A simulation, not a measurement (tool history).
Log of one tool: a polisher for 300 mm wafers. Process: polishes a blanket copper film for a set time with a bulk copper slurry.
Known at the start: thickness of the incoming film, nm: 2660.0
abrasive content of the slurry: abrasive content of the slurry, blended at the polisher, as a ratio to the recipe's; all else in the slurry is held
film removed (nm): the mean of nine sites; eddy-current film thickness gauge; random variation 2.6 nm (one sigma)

run,hour,flow of slurry (ml/min),pressure of the wafer on the pad (psi),speed of the pad under the wafer (m/s),abrasive content of the slurry,polishing time (s),film removed (nm)
1,0.0,135,2.4,0.92,1.0,54,426.99
2,4.1,130,2.3,0.92,1.0,54,414.35
3,6.1,130,2.3,0.78,1.0,54,367.16
4,6.9,130,2.2,0.78,1.0,54,354.94
5,12.4,125,2.1,0.78,1.0,54,339.21
6,13.9,125,2.6,0.78,1.0,54,409.95

Forecast run 7:
7,20.8,125,2.5,0.78,1.0,54,?

{"run 7": {"film removed (nm)": 398.87}}
